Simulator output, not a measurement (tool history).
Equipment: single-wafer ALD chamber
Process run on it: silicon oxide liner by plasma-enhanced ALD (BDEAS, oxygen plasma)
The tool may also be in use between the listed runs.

run  hour  heater temperature setpoint (°C)  number of ALD cycles (cycles)  mean film thickness on the monitor wafer (nm)
  1     0                               310                             46                                         4.7102
  2   8.1                               310                             47                                         4.7818
  3   9.1                               300                             47                                         4.8574
  4  14.2                               310                             47                                         4.7962
  5  19.5                               306                             47                                         4.8264
  6  27.3                               312                             47                                         4.7931

Forecast run 7:
  7  35.9                               312                             48                                              ?

{"run 7": {"mean film thickness on the monitor wafer (nm)": 4.8943}}
